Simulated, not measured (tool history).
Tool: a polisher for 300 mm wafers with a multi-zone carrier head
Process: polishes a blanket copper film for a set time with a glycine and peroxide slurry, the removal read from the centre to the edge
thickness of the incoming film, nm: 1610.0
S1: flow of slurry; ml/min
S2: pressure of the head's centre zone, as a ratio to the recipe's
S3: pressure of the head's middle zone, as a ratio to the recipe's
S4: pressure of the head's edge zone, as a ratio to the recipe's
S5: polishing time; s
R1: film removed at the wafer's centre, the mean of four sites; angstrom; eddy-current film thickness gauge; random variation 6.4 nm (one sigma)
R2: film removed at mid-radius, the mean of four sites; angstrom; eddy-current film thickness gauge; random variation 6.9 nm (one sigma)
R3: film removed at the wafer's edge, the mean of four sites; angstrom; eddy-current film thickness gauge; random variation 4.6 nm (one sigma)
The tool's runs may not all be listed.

run	day	S1	S2	S3	S4	S5	R1	R2	R3
1	0.000	265	1.00	1.00	1.00	87	3646.6	3605.5	3645.7
2	0.129	265	0.93	1.00	1.00	87	3348.3	3709.4	3655.1
3	0.229	265	0.93	1.08	1.00	87	3271.3	3812.3	3633.9
4	0.438	265	0.93	1.08	0.96	87	3358.0	3901.2	3555.0
5	0.725	265	0.93	1.14	0.96	87	3296.1	4088.1	3574.4
6	1.029	265	0.93	1.14	0.96	98	3738.2	4712.6	4045.7
7	1.096	270	0.96	1.13	0.98	99	3986.1	4545.8	4115.1
8	1.233	270	0.97	1.13	0.99	101	4051.2	4644.0	4223.3
9	1.546	275	0.99	1.13	1.00	103	4279.2	4898.7	4337.2
10	1.842	275	1.01	1.12	1.02	104	4326.6	4848.5	4535.9
11	2.000	280	1.03	1.11	1.03	105	4503.1	4855.8	4606.2
12	2.104	285	1.05	1.11	1.04	106	4692.9	4788.3	4596.3
13	2.429	285	1.06	1.11	1.05	107	4698.7	4908.5	4654.6

Run 14 comes next. What will it give?
14	2.496	285	1.06	1.11	1.05	107	?	?	?

R1: 4733.0 angstrom
R2: 4930.2 angstrom
R3: 4659.3 angstrom
